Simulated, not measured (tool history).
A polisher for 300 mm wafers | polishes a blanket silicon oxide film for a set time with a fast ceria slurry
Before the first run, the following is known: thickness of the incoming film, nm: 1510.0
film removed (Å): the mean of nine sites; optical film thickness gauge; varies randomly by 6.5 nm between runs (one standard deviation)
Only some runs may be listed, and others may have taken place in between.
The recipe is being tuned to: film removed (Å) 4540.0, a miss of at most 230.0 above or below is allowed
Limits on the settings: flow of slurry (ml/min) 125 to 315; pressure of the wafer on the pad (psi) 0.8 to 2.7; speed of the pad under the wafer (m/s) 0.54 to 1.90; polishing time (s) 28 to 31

run	day	flow of slurry (ml/min)	pressure of the wafer on the pad (psi)	speed of the pad under the wafer (m/s)	polishing time (s)	film removed (Å)
1	0.000	205	1.7	1.22	31	2870.8
2	0.133	205	1.8	1.22	31	3014.6
3	0.162	205	1.8	1.06	31	2662.6
4	0.412	205	1.8	0.86	31	2283.3
5	0.733	250	1.8	0.86	31	2271.4
6	1.096	250	1.9	0.88	31	2488.0
7	1.233	250	2.0	0.90	31	2611.7
8	1.300	255	2.5	1.22	31	4014.8

Pick the move, out of 4, that brings all results within their allowed miss; only one does.
A	1.367	280	1.8	1.66	31	?
B	1.367	265	2.6	1.40	31	?
C	1.367	230	2.7	1.24	31	?
D	1.367	265	2.3	1.62	31	?

move	film removed (Å)
A	4114.9
B	4887.8
C	4471.0
D	4969.0
A: gains on the last run, yet a result remains outside its allowed miss
B: the result that was furthest off in the last run now lies on the other side of its target
C: meets every target
D: the result that was furthest off in the last run now lies on the other side of its target
Go with C: it meets all targets.

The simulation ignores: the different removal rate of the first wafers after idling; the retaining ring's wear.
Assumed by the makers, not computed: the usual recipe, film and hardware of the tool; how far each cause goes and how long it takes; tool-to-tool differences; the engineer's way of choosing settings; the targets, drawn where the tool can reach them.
